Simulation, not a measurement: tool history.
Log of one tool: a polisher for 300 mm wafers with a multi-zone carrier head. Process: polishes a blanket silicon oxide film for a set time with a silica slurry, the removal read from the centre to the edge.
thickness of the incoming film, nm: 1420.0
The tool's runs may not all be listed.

| run | hour | flow of slurry (ml/min) | pressure of the head's centre zone | pressure of the head's middle zone | pressure of the head's edge zone | abrasive content of the slurry | polishing time (s) | film removed at the wafer's centre (angstrom) | film removed at mid-radius (angstrom) | film removed at the wafer's edge (angstrom) |
|---|---|---|---|---|---|---|---|---|---|---|
| 1 | 0 | 185 | 1 | 1 | 1 | 1 | 37 | 1095.4 | 1063.2 | 1088.3 |
| 2 | 2.7 | 175 | 0.97 | 0.97 | 0.96 | 0.9 | 37 | 1009.6 | 996.78 | 1014 |
| 3 | 9.3 | 175 | 0.91 | 0.97 | 0.96 | 0.9 | 37 | 957.26 | 998.93 | 1023 |
| 4 | 17.1 | 175 | 0.91 | 0.97 | 0.96 | 0.9 | 42 | 1107.1 | 1105.8 | 1152.4 |
| 5 | 19.4 | 165 | 0.89 | 0.95 | 0.93 | 0.8 | 41 | 987.25 | 1020 | 1050.8 |
| 6 | 21.2 | 165 | 0.89 | 1.03 | 0.93 | 0.8 | 41 | 962.71 | 1083.1 | 1053.2 |

Run 7, settings as shown, results not yet in. Your forecast:
| 7 | 23.2 | 155 | 0.88 | 0.99 | 0.91 | 0.7 | 41 | ? | ? | ? |

Run 7 gave film removed at the wafer's centre (angstrom) 901.7, film removed at mid-radius (angstrom) 980.67, film removed at the wafer's edge (angstrom) 994.4.
